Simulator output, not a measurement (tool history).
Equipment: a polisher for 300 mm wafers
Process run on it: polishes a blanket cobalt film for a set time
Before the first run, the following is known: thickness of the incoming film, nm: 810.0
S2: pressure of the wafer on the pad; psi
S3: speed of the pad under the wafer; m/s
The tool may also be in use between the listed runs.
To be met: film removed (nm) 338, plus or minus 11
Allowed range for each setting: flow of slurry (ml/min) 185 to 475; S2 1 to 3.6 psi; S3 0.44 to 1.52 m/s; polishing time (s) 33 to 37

Run 1, hour 0: flow of slurry (ml/min) 305, S2 2.3 psi, S3 0.98 m/s, polishing time (s) 37. Result: film removed (nm) 219.49.
Run 2, hour 3.7: flow of slurry (ml/min) 375, S2 2.3 psi, S3 0.98 m/s, polishing time (s) 37. Result: film removed (nm) 223.74.
Run 3, hour 11.5: flow of slurry (ml/min) 375, S2 2.3 psi, S3 0.78 m/s, polishing time (s) 37. Result: film removed (nm) 181.12.
Run 4, hour 18.1: flow of slurry (ml/min) 375, S2 2.6 psi, S3 0.8 m/s, polishing time (s) 37. Result: film removed (nm) 208.03.
Run 5, hour 24.6: flow of slurry (ml/min) 375, S2 2.9 psi, S3 0.82 m/s, polishing time (s) 37. Result: film removed (nm) 238.79.
Run 6, hour 32.5: flow of slurry (ml/min) 375, S2 2.9 psi, S3 0.82 m/s, polishing time (s) 37. Result: film removed (nm) 238.9.
Run 7, hour 38.7: flow of slurry (ml/min) 375, S2 3.1 psi, S3 0.84 m/s, polishing time (s) 37. Result: film removed (nm) 259.27.
Run 8, hour 43: flow of slurry (ml/min) 375, S2 3.2 psi, S3 0.86 m/s, polishing time (s) 37. Result: film removed (nm) 277.82.
Run 9, hour 48: flow of slurry (ml/min) 375, S2 3.3 psi, S3 0.88 m/s, polishing time (s) 37. Result: film removed (nm) 289.82.
Run 10, hour 53.7: flow of slurry (ml/min) 375, S2 3.4 psi, S3 0.9 m/s, polishing time (s) 37. Result: film removed (nm) 301.75.
Run 11, hour 56.9: flow of slurry (ml/min) 375, S2 3.5 psi, S3 0.92 m/s, polishing time (s) 37. Result: film removed (nm) 315.91.

Next run, 4 choices. One meets every target within its allowed miss, the rest don't. Which?
Run A, hour 60.1: flow of slurry (ml/min) 385, S2 3 psi, S3 1.14 m/s, polishing time (s) 35. Result: film removed (nm) ?.
Run B, hour 60.1: flow of slurry (ml/min) 400, S2 3.5 psi, S3 1.08 m/s, polishing time (s) 34. Result: film removed (nm) ?.
Run C, hour 60.1: flow of slurry (ml/min) 320, S2 3.6 psi, S3 1.02 m/s, polishing time (s) 37. Result: film removed (nm) ?.
Run D, hour 60.1: flow of slurry (ml/min) 355, S2 2.9 psi, S3 1.02 m/s, polishing time (s) 37. Result: film removed (nm) ?.

move  film removed (nm)
   A             320.18
   B             344.17
   C             358.33
   D              292.4
A: better than the last run, though not everything is in spec
B: all results in spec
C: pushes the last run's worst result past its target
D: moves away from the targets compared with the last run
Move B is the one to make.
